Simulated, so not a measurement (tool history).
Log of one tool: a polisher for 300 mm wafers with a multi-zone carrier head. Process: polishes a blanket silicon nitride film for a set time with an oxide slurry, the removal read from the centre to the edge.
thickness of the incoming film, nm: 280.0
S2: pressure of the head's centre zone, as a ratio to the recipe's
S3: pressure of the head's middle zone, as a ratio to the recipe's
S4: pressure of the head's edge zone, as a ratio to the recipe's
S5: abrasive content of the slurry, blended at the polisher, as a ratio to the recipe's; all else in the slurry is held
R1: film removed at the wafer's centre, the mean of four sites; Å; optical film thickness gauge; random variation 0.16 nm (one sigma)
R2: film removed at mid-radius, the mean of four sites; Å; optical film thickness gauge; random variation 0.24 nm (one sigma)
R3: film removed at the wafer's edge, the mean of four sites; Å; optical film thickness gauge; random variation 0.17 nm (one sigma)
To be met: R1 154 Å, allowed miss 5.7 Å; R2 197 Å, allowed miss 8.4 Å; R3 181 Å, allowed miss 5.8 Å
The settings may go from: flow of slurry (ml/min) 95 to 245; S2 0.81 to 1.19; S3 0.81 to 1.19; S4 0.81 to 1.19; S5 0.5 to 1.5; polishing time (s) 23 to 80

{"run": 1, "hour": 0.0, "flow of slurry (ml/min)": 155, "S2": 1, "S3": 1, "S4": 1, "S5": 1, "polishing time (s)": 51, "R1": 245.14, "R2": 251.54, "R3": 254.69}
{"run": 2, "hour": 6.0, "flow of slurry (ml/min)": 155, "S2": 1, "S3": 1, "S4": 1, "S5": 1, "polishing time (s)": 64, "R1": 315.29, "R2": 314.42, "R3": 326.55}
{"run": 3, "hour": 9.2, "flow of slurry (ml/min)": 145, "S2": 0.95, "S3": 1.01, "S4": 0.96, "S5": 0.85, "polishing time (s)": 60, "R1": 262.74, "R2": 281.33, "R3": 275.5}
{"run": 4, "hour": 12.0, "flow of slurry (ml/min)": 145, "S2": 0.95, "S3": 1.07, "S4": 0.96, "S5": 0.85, "polishing time (s)": 60, "R1": 266.16, "R2": 296.48, "R3": 270.58}
{"run": 5, "hour": 12.6, "flow of slurry (ml/min)": 135, "S2": 0.91, "S3": 1.06, "S4": 0.96, "S5": 0.75, "polishing time (s)": 56, "R1": 219.98, "R2": 254.71, "R3": 243.95}
{"run": 6, "hour": 15.2, "flow of slurry (ml/min)": 100, "S2": 0.91, "S3": 1.06, "S4": 0.96, "S5": 0.75, "polishing time (s)": 56, "R1": 205.54, "R2": 241.59, "R3": 233.32}
{"run": 7, "hour": 15.7, "flow of slurry (ml/min)": 100, "S2": 0.91, "S3": 1.06, "S4": 0.96, "S5": 0.75, "polishing time (s)": 56, "R1": 205.02, "R2": 238.65, "R3": 236.87}
{"run": 8, "hour": 18.3, "flow of slurry (ml/min)": 105, "S2": 0.89, "S3": 1.07, "S4": 0.94, "S5": 0.7, "polishing time (s)": 54, "R1": 192.03, "R2": 232.28, "R3": 220.94}

Which of these 4 next moves meets every target?
{"run": "A", "hour": 20.9, "flow of slurry (ml/min)": 125, "S2": 0.83, "S3": 1.01, "S4": 0.99, "S5": 0.7, "polishing time (s)": 61, "R1": "?", "R2": "?", "R3": "?"}
{"run": "B", "hour": 20.9, "flow of slurry (ml/min)": 110, "S2": 0.81, "S3": 1.13, "S4": 1.07, "S5": 0.75, "polishing time (s)": 41, "R1": "?", "R2": "?", "R3": "?"}
{"run": "C", "hour": 20.9, "flow of slurry (ml/min)": 100, "S2": 0.83, "S3": 1.06, "S4": 0.88, "S5": 0.6, "polishing time (s)": 49, "R1": "?", "R2": "?", "R3": "?"}
{"run": "D", "hour": 20.9, "flow of slurry (ml/min)": 135, "S2": 0.89, "S3": 1.09, "S4": 0.95, "S5": 0.75, "polishing time (s)": 64, "R1": "?", "R2": "?", "R3": "?"}

move=A R1=211.15 R2=249.44 R3=262.07
move=B R1=138.63 R2=185.12 R3=184.56
move=C R1=152.54 R2=188.75 R3=182.26
move=D R1=247.86 R2=290.43 R3=279.14
A: further off than the last run
B: brings the result that was furthest off to its target, and leaves another outside
C: meets every target
D: further off than the last run
The right move is C.
